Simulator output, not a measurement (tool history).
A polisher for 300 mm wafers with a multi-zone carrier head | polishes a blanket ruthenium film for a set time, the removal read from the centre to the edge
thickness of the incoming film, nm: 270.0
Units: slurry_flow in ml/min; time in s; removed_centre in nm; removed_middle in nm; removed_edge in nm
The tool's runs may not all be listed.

run,hour,slurry_flow,centre_zone,middle_zone,edge_zone,time,removed_centre,removed_middle,removed_edge
1,0,140,1,1,1,34,36.843,36.399,36.317
2,5.2,140,1,1,1.04,34,36.572,35.724,36.334
3,8.7,140,1,0.96,1.04,34,37.515,35.125,37.055
4,10.4,140,0.95,0.96,1.04,34,35.047,34.503,37.218
5,15.5,135,0.95,0.96,1.02,33,34.079,33.237,34.911
6,18,130,0.94,0.96,1.01,33,33.566,32.998,34.601
7,19.8,125,0.93,0.96,1,33,32.408,33.116,34.177

Forecast run 8:
8,27.3,120,0.93,0.95,0.99,33,?,?,?

removed_centre: 32.254 nm
removed_middle: 33.321 nm
removed_edge: 33.564 nm
